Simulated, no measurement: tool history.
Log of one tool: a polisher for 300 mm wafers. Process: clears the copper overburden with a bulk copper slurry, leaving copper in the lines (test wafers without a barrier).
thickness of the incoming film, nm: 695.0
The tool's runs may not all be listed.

| run | hour | flow of slurry (ml/min) | pressure of the wafer on the pad (kPa) | speed of the pad under the wafer (m/s) | abrasive content of the slurry | overpolish time after the end point (s) | time until the end point was called (s) | dishing of a wide line in a test structure (Å) |
|---|---|---|---|---|---|---|---|---|
| 1 | 0 | 135 | 11.7 | 1.4 | 1 | 20 | 100.78 | 740.1 |
| 2 | 6 | 135 | 9.7 | 1.46 | 1 | 16 | 110.31 | 589.88 |
| 3 | 13 | 135 | 8.3 | 1.48 | 1 | 13 | 122.48 | 457.2 |
| 4 | 15.4 | 135 | 8.3 | 1.48 | 1 | 20 | 126.43 | 621.42 |
| 5 | 20.3 | 135 | 10.3 | 1.48 | 1 | 20 | 104.24 | 746.65 |
| 6 | 25 | 135 | 10.3 | 1.32 | 1 | 20 | 114.53 | 688.31 |
| 7 | 28.8 | 125 | 9 | 1.48 | 0.9 | 16 | 123.37 | 555.17 |
| 8 | 36.5 | 150 | 8.3 | 1.4 | 1.1 | 13 | 124.23 | 445.75 |

Run 9 comes next. What will it give?
| 9 | 42.6 | 165 | 7.6 | 1.4 | 1.2 | 11 | ? | ? |

time until the end point was called (s): 126.79
dishing of a wide line in a test structure (Å): 391.59

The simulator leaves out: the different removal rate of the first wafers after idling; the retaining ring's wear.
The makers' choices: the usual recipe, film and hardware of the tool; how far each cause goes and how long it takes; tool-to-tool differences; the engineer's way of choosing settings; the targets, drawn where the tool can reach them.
